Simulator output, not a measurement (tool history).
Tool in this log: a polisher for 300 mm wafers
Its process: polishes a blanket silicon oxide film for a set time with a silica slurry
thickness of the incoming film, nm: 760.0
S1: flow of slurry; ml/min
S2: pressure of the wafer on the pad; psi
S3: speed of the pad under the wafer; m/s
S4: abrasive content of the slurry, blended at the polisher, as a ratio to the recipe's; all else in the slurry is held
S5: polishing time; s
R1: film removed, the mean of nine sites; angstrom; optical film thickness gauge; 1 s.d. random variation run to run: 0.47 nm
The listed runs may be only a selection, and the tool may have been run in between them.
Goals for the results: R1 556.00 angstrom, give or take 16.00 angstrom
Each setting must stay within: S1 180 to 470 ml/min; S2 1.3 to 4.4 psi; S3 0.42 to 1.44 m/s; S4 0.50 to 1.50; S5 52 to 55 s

| run | day | S1 | S2 | S3 | S4 | S5 | R1 |
|---|---|---|---|---|---|---|---|
| 1 | 0.000 | 300 | 2.8 | 0.92 | 1.00 | 52 | 1092.20 |
| 2 | 0.208 | 300 | 2.4 | 0.88 | 1.00 | 52 | 931.99 |
| 3 | 0.325 | 300 | 2.4 | 0.74 | 1.00 | 52 | 808.59 |
| 4 | 0.612 | 300 | 2.8 | 0.74 | 1.00 | 52 | 896.83 |
| 5 | 0.904 | 300 | 2.8 | 0.74 | 1.00 | 52 | 897.61 |
| 6 | 1.075 | 300 | 2.8 | 0.74 | 1.00 | 52 | 906.49 |
| 7 | 1.396 | 300 | 2.8 | 0.74 | 1.00 | 52 | 901.91 |
| 8 | 1.517 | 295 | 2.0 | 0.72 | 1.00 | 52 | 699.91 |
| 9 | 1.654 | 295 | 1.3 | 0.70 | 1.00 | 52 | 523.46 |
| 10 | 1.908 | 295 | 1.3 | 0.70 | 1.00 | 52 | 525.29 |

4 candidate next runs follow, results not yet known. Just one meets every target within its allowed miss. Identify it.
| A | 2.162 | 270 | 2.0 | 0.50 | 1.00 | 52 | ? |
| B | 2.162 | 260 | 1.4 | 0.68 | 0.95 | 53 | ? |
| C | 2.162 | 350 | 1.5 | 0.68 | 1.05 | 55 | ? |
| D | 2.162 | 390 | 1.8 | 0.54 | 1.00 | 55 | ? |

| move | R1 |
|---|---|
| A | 519.14 |
| B | 530.92 |
| C | 609.05 |
| D | 558.91 |
A: moves away from the targets compared with the last run
B: nearer than the last run, and not there yet
C: carries the result that was furthest off beyond its target, to the other side
D: every result lands within tolerance
Move D is the one to make.
